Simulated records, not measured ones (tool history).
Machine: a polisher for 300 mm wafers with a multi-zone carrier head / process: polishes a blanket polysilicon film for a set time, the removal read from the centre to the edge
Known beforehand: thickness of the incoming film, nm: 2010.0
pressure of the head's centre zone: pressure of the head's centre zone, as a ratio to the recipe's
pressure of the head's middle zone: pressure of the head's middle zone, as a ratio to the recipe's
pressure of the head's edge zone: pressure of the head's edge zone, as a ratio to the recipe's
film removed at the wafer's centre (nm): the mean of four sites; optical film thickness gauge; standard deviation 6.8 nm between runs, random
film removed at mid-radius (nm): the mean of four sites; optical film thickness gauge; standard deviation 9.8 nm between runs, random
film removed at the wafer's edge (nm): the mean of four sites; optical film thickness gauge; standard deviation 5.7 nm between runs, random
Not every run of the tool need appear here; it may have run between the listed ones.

| run | hour | flow of slurry (ml/min) | pressure of the head's centre zone | pressure of the head's middle zone | pressure of the head's edge zone | polishing time (s) | film removed at the wafer's centre (nm) | film removed at mid-radius (nm) | film removed at the wafer's edge (nm) |
|---|---|---|---|---|---|---|---|---|---|
| 1 | 0 | 290 | 1 | 1 | 1 | 74 | 640.14 | 652.48 | 628.69 |
| 2 | 4.7 | 290 | 1 | 0.94 | 1 | 74 | 650.33 | 622.86 | 622.85 |
| 3 | 6.4 | 290 | 1.04 | 0.94 | 1 | 74 | 675.36 | 621.17 | 641.66 |
| 4 | 13.7 | 290 | 1.04 | 0.94 | 1 | 57 | 514.59 | 463.81 | 489.05 |
| 5 | 15.7 | 290 | 1.04 | 0.88 | 1 | 57 | 526.88 | 460.02 | 488.17 |
| 6 | 19.7 | 295 | 1.04 | 0.9 | 1 | 60 | 547.78 | 493.71 | 514.22 |
| 7 | 22.8 | 295 | 1.04 | 0.9 | 1 | 60 | 547.29 | 483.48 | 510.81 |
| 8 | 30.4 | 300 | 1.04 | 0.93 | 1 | 62 | 564.58 | 509.27 | 519.54 |
| 9 | 35.6 | 300 | 1.04 | 0.93 | 1 | 62 | 573.7 | 522.87 | 529.91 |
| 10 | 38.5 | 300 | 1.04 | 0.95 | 1.01 | 64 | 584.03 | 533.23 | 547.98 |
| 11 | 42.5 | 305 | 1.03 | 0.97 | 1.02 | 66 | 596.38 | 567.51 | 573.41 |
| 12 | 49.2 | 320 | 1.03 | 0.99 | 1.03 | 67 | 619.18 | 578.31 | 569.78 |
| 13 | 52.1 | 315 | 1.03 | 1 | 1.03 | 69 | 625.09 | 613.65 | 598.63 |

Estimate the outcome of run 14 from the log above:
| 14 | 59.3 | 315 | 1.03 | 1.02 | 1.04 | 70 | ? | ? | ? |

film removed at the wafer's centre (nm): 630.37
film removed at mid-radius (nm): 635.25
film removed at the wafer's edge (nm): 606.65

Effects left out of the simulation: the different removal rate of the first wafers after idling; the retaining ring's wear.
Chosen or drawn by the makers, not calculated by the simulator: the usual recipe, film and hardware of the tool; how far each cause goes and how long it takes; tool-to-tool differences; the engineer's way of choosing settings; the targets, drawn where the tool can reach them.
